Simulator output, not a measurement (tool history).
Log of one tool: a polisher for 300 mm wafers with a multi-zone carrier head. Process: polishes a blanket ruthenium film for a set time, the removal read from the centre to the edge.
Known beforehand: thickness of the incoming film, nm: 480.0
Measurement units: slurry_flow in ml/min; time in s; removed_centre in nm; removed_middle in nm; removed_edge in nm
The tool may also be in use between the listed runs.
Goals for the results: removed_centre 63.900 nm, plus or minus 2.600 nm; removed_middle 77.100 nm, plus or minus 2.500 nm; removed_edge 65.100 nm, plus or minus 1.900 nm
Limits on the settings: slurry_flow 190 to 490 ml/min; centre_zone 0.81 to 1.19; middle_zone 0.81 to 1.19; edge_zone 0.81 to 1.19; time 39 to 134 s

Run 1, hour 0.0: slurry_flow 315 ml/min, centre_zone 1.00, middle_zone 1.00, edge_zone 1.00, time 86 s. Result: removed_centre 50.044 nm, removed_middle 51.409 nm, removed_edge 50.077 nm.
Run 2, hour 7.9: slurry_flow 360 ml/min, centre_zone 1.00, middle_zone 1.00, edge_zone 1.00, time 86 s. Result: removed_centre 51.454 nm, removed_middle 51.791 nm, removed_edge 51.079 nm.
Run 3, hour 12.9: slurry_flow 430 ml/min, centre_zone 1.00, middle_zone 1.00, edge_zone 1.00, time 86 s. Result: removed_centre 51.485 nm, removed_middle 53.009 nm, removed_edge 50.858 nm.
Run 4, hour 17.9: slurry_flow 370 ml/min, centre_zone 1.00, middle_zone 1.00, edge_zone 1.00, time 86 s. Result: removed_centre 51.212 nm, removed_middle 51.393 nm, removed_edge 50.106 nm.
Run 5, hour 24.7: slurry_flow 370 ml/min, centre_zone 1.00, middle_zone 1.00, edge_zone 1.08, time 86 s. Result: removed_centre 50.860 nm, removed_middle 51.827 nm, removed_edge 52.449 nm.
Run 6, hour 29.2: slurry_flow 375 ml/min, centre_zone 1.00, middle_zone 1.05, edge_zone 1.08, time 91 s. Result: removed_centre 53.951 nm, removed_middle 57.940 nm, removed_edge 55.055 nm.
Run 7, hour 36.3: slurry_flow 375 ml/min, centre_zone 1.00, middle_zone 1.05, edge_zone 1.08, time 91 s. Result: removed_centre 54.015 nm, removed_middle 56.630 nm, removed_edge 55.552 nm.
Run 8, hour 44.9: slurry_flow 385 ml/min, centre_zone 0.99, middle_zone 1.08, edge_zone 1.06, time 95 s. Result: removed_centre 55.868 nm, removed_middle 61.929 nm, removed_edge 56.385 nm.
Run 9, hour 48.4: slurry_flow 385 ml/min, centre_zone 0.99, middle_zone 1.10, edge_zone 1.08, time 98 s. Result: removed_centre 57.871 nm, removed_middle 64.302 nm, removed_edge 60.098 nm.
Run 10, hour 51.4: slurry_flow 395 ml/min, centre_zone 0.99, middle_zone 1.12, edge_zone 1.07, time 100 s. Result: removed_centre 59.680 nm, removed_middle 68.314 nm, removed_edge 59.732 nm.
Run 11, hour 57.2: slurry_flow 395 ml/min, centre_zone 0.99, middle_zone 1.14, edge_zone 1.09, time 101 s. Result: removed_centre 59.507 nm, removed_middle 68.669 nm, removed_edge 61.574 nm.
Run 12, hour 61.7: slurry_flow 400 ml/min, centre_zone 0.99, middle_zone 1.15, edge_zone 1.09, time 103 s. Result: removed_centre 61.872 nm, removed_middle 70.919 nm, removed_edge 62.826 nm.
Run 13, hour 66.8: slurry_flow 405 ml/min, centre_zone 0.99, middle_zone 1.16, edge_zone 1.09, time 104 s. Result: removed_centre 63.583 nm, removed_middle 71.265 nm, removed_edge 63.625 nm.
Run 14, hour 67.8: slurry_flow 405 ml/min, centre_zone 0.98, middle_zone 1.17, edge_zone 1.08, time 105 s. Result: removed_centre 62.203 nm, removed_middle 74.722 nm, removed_edge 63.857 nm.
Run 15, hour 76.3: slurry_flow 410 ml/min, centre_zone 0.98, middle_zone 1.18, edge_zone 1.08, time 106 s. Result: removed_centre 62.649 nm, removed_middle 74.641 nm, removed_edge 64.405 nm.

Pick the move, out of 4, that brings all results within their allowed miss; only one does.
Run A, hour 84.8: slurry_flow 400 ml/min, centre_zone 0.98, middle_zone 1.19, edge_zone 0.93, time 108 s. Result: removed_centre ?, removed_middle ?, removed_edge ?.
Run B, hour 84.8: slurry_flow 310 ml/min, centre_zone 1.00, middle_zone 1.19, edge_zone 1.03, time 111 s. Result: removed_centre ?, removed_middle ?, removed_edge ?.
Run C, hour 84.8: slurry_flow 485 ml/min, centre_zone 0.99, middle_zone 1.08, edge_zone 1.18, time 104 s. Result: removed_centre ?, removed_middle ?, removed_edge ?.
Run D, hour 84.8: slurry_flow 425 ml/min, centre_zone 0.95, middle_zone 1.17, edge_zone 1.09, time 104 s. Result: removed_centre ?, removed_middle ?, removed_edge ?.

move  removed_centre  removed_middle  removed_edge
   A          62.943          76.241        61.688
   B          64.216          76.564        65.087
   C          62.015          68.464        66.845
   D          59.259          72.679        63.905
A: brings the last run's worst result on target, with another outside its allowed miss
B: every result within its allowed miss
C: the biggest miss grows against the last run
D: the biggest miss grows against the last run
The move that meets every target is B.
